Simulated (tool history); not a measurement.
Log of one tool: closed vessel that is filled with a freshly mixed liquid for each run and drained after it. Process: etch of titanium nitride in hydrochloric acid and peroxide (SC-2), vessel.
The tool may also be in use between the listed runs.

run,day,temperature setpoint of the liquid (C),parts of water to one part each of 37 % hydrochloric acid and 30 % peroxide (parts by volume),time in the liquid (s),thickness taken off the titanium nitride on a monitor wafer (Å)
1,0,52,10,60,20.781
2,0.112,52,10,40,14.042
3,0.329,52,10,60,20.785
4,0.546,52,10,40,13.996
5,0.783,54,10,40,16.167
6,1.075,54,10,60,23.86
7,1.379,54,10,60,23.928
8,1.521,55,10,60,25.664
9,1.842,55.5,10,60,26.594
10,1.971,56,10,60,26.692

Forecast run 11:
11,2.158,57,10,60,?

{"run 11": {"thickness taken off the titanium nitride on a monitor wafer (Å)": 29.196}}
